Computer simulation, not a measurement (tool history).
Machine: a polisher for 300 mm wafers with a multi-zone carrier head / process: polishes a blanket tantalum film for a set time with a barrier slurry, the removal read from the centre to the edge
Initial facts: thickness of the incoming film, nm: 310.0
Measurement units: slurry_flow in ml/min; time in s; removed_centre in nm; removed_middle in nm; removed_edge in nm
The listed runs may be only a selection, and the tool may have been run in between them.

Run 1, hour 0: slurry_flow 135 ml/min, centre_zone 1, middle_zone 1, edge_zone 1, slurry_solids 1, time 51 s. Result: removed_centre 122.37 nm, removed_middle 120.13 nm, removed_edge 124.99 nm.
Run 2, hour 4.9: slurry_flow 130 ml/min, centre_zone 1, middle_zone 0.99, edge_zone 0.99, slurry_solids 0.95, time 49 s. Result: removed_centre 114.17 nm, removed_middle 110.26 nm, removed_edge 115.19 nm.
Run 3, hour 8.1: slurry_flow 125 ml/min, centre_zone 0.99, middle_zone 0.97, edge_zone 0.97, slurry_solids 0.9, time 48 s. Result: removed_centre 111.67 nm, removed_middle 101.66 nm, removed_edge 108.27 nm.
Run 4, hour 13.4: slurry_flow 125 ml/min, centre_zone 0.99, middle_zone 1.04, edge_zone 0.97, slurry_solids 0.9, time 48 s. Result: removed_centre 111.99 nm, removed_middle 112.63 nm, removed_edge 108.57 nm.
Run 5, hour 22.4: slurry_flow 125 ml/min, centre_zone 1.07, middle_zone 1.04, edge_zone 0.97, slurry_solids 0.9, time 48 s. Result: removed_centre 115.75 nm, removed_middle 111.85 nm, removed_edge 109.23 nm.
Run 6, hour 28.7: slurry_flow 125 ml/min, centre_zone 1.02, middle_zone 1.04, edge_zone 0.97, slurry_solids 0.9, time 48 s. Result: removed_centre 111.43 nm, removed_middle 113.08 nm, removed_edge 109.39 nm.

Forecast run 7:
Run 7, hour 34.9: slurry_flow 120 ml/min, centre_zone 1, middle_zone 1.03, edge_zone 0.98, slurry_solids 0.85, time 46 s. Result: removed_centre ?, removed_middle ?, removed_edge ?.

removed_centre: 103.18 nm
removed_middle: 102.78 nm
removed_edge: 102.92 nm
